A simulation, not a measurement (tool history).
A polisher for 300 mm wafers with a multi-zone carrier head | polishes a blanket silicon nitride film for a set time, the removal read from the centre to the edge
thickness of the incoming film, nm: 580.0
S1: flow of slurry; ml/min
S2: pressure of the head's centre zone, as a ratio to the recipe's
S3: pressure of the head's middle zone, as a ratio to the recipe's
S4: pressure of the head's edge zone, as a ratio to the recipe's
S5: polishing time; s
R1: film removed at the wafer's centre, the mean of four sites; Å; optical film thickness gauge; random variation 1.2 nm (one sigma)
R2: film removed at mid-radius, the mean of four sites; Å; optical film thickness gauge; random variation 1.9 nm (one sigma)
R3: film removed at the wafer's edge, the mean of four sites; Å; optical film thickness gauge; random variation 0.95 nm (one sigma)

{"run": 1, "hour": 0.0, "S1": 175, "S2": 1.0, "S3": 1.0, "S4": 1.0, "S5": 69, "R1": 1131.8, "R2": 1158.3, "R3": 1130.6}
{"run": 2, "hour": 3.2, "S1": 175, "S2": 1.0, "S3": 1.0, "S4": 1.05, "S5": 69, "R1": 1116.3, "R2": 1122.7, "R3": 1160.2}
{"run": 3, "hour": 11.3, "S1": 175, "S2": 1.06, "S3": 1.0, "S4": 1.05, "S5": 69, "R1": 1167.7, "R2": 1138.7, "R3": 1160.6}
{"run": 4, "hour": 17.3, "S1": 180, "S2": 1.05, "S3": 1.01, "S4": 1.07, "S5": 70, "R1": 1179.2, "R2": 1147.5, "R3": 1192.4}
{"run": 5, "hour": 22.6, "S1": 185, "S2": 1.04, "S3": 1.02, "S4": 1.08, "S5": 71, "R1": 1209.4, "R2": 1200.7, "R3": 1196.0}
{"run": 6, "hour": 30.0, "S1": 185, "S2": 1.12, "S3": 1.02, "S4": 1.08, "S5": 71, "R1": 1295.6, "R2": 1203.5, "R3": 1204.6}
{"run": 7, "hour": 36.1, "S1": 185, "S2": 1.1, "S3": 1.02, "S4": 1.09, "S5": 72, "R1": 1308.4, "R2": 1228.6, "R3": 1227.1}
{"run": 8, "hour": 38.9, "S1": 180, "S2": 1.08, "S3": 1.02, "S4": 1.1, "S5": 73, "R1": 1271.6, "R2": 1227.3, "R3": 1248.3}
{"run": 9, "hour": 43.6, "S1": 180, "S2": 1.07, "S3": 1.02, "S4": 1.11, "S5": 74, "R1": 1281.0, "R2": 1251.8, "R3": 1282.4}

The next listed run, before its measurement:
{"run": 10, "hour": 51.5, "S1": 180, "S2": 1.06, "S3": 1.02, "S4": 1.12, "S5": 75, "R1": "?", "R2": "?", "R3": "?"}

R1: 1281.5 Å
R2: 1297.4 Å
R3: 1282.9 Å

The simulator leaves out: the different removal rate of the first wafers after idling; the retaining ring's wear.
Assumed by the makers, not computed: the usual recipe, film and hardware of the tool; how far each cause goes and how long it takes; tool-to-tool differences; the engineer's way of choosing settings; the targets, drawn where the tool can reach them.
